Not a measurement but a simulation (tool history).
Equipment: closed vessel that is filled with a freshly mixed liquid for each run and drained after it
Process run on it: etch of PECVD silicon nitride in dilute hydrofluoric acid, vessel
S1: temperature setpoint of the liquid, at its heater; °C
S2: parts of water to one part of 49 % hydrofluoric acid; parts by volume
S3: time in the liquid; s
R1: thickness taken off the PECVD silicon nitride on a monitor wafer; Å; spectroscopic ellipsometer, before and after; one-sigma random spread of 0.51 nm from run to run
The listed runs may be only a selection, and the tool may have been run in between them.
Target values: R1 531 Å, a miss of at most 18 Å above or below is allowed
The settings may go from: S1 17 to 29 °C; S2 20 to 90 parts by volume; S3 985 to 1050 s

run    day    S1  S2   S3      R1
  1      0    21  50  985  325.29
  2  0.342    18  50  985  264.49
  3  0.538    21  50  985  321.86
  4  0.925  22.5  50  985  356.14
  5  1.229  22.5  30  985  592.02
     1.458  -- hydrofluoric acid flow meter replaced
  6  1.458    22  30  985  619.06
  7  1.504    18  30  985  472.19
  8  1.775  18.5  30  985  483.02
  9  2.004    19  30  985  499.01

Exercise: of the 5 proposed moves below, exactly one satisfies all targets within the stated allowed misses. Which move is it?
  A  2.233    21  35   995   ?
  B  2.233  18.5  35  1030   ?
  C  2.233    21  35   985   ?
  D  2.233    21  35  1050   ?
  E  2.233  18.5  30   990   ?

move      R1
   A  505.18
   B  438.91
   C   500.1
   D   533.1
   E  489.37
A: nearer the targets than the last run, but a result is still out of spec
B: its largest miss is bigger than the last run's
C: about the same distance from the targets as the last run
D: all results in spec
E: its largest miss is bigger than the last run's
Go with D: it meets all targets.
